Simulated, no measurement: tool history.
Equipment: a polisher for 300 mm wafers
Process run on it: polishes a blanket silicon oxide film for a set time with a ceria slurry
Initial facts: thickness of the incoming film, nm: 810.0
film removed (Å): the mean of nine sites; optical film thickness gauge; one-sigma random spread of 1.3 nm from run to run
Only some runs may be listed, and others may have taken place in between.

run,hour,flow of slurry (ml/min),pressure of the wafer on the pad (kPa),speed of the pad under the wafer (cm/s),polishing time (s),film removed (Å)
1,0,130,25.5,142,27,2090.1
2,1.6,125,22.8,142,27,1825.9
3,8.3,155,22.8,142,27,1935
4,14.2,180,22.8,142,27,2016.3
5,21,170,20.7,142,27,1801.4
6,24.9,170,20.7,160,27,2012.2
7,30,160,18.6,160,27,1852.1
8,33.3,155,16.5,160,27,1672.2
9,39.1,150,15.2,160,27,1530.6
10,43.9,140,14.5,160,27,1445.3
11,47.7,140,14.5,160,27,1441.2

What does the tool deliver on the next run?
12,50.1,135,14.5,160,27,?

film removed (Å): 1442.3

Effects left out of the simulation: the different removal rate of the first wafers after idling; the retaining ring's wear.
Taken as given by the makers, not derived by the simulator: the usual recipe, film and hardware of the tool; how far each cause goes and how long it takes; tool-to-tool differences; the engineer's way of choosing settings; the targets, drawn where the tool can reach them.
